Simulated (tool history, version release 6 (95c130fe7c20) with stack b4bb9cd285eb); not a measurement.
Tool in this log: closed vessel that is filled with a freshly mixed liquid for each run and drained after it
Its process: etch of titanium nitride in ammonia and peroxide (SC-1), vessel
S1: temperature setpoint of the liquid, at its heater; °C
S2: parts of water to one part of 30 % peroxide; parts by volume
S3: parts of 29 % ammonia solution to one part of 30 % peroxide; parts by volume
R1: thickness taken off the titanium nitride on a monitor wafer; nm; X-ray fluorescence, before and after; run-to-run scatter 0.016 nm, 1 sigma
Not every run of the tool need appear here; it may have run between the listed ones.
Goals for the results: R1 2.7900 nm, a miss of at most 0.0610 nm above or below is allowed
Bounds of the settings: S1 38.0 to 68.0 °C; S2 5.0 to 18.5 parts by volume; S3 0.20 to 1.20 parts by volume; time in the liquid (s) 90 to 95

{"run": 1, "day": 0.0, "S1": 52.0, "S2": 10.5, "S3": 0.9, "time in the liquid (s)": 90, "R1": 7.3788}
{"run": 2, "day": 0.038, "S1": 52.0, "S2": 10.5, "S3": 0.9, "time in the liquid (s)": 95, "R1": 7.8603}
{"run": 3, "day": 0.408, "S1": 46.5, "S2": 10.5, "S3": 0.9, "time in the liquid (s)": 95, "R1": 5.3017}
{"run": 4, "day": 0.467, "S1": 46.5, "S2": 10.5, "S3": 0.9, "time in the liquid (s)": 90, "R1": 5.062}
{"run": 5, "day": 0.733, "S1": 45.0, "S2": 10.5, "S3": 0.9, "time in the liquid (s)": 90, "R1": 4.5047}
{"run": 6, "day": 0.779, "S1": 44.0, "S2": 10.5, "S3": 0.9, "time in the liquid (s)": 90, "R1": 4.1782}
{"run": 7, "day": 0.908, "S1": 43.0, "S2": 10.5, "S3": 0.9, "time in the liquid (s)": 90, "R1": 3.9341}
{"run": 8, "day": 1.238, "S1": 38.0, "S2": 10.5, "S3": 0.9, "time in the liquid (s)": 90, "R1": 2.7267}

Below are 4 possible settings for the next run. Only one of them brings all results inside the allowed miss of their targets. Which is it?
{"run": "A", "day": 1.567, "S1": 40.0, "S2": 15.5, "S3": 1.0, "time in the liquid (s)": 95, "R1": "?"}
{"run": "B", "day": 1.567, "S1": 39.5, "S2": 14.5, "S3": 1.2, "time in the liquid (s)": 90, "R1": "?"}
{"run": "C", "day": 1.567, "S1": 38.0, "S2": 10.0, "S3": 0.95, "time in the liquid (s)": 95, "R1": "?"}
{"run": "D", "day": 1.567, "S1": 39.0, "S2": 11.0, "S3": 1.1, "time in the liquid (s)": 90, "R1": "?"}

move=A R1=2.7671
move=B R1=2.6942
move=C R1=2.9656
move=D R1=2.9509
A: in spec on every target
B: its largest miss is bigger than the last run's
C: takes the result that was furthest off past its target
D: takes the result that was furthest off past its target
The right move is A.

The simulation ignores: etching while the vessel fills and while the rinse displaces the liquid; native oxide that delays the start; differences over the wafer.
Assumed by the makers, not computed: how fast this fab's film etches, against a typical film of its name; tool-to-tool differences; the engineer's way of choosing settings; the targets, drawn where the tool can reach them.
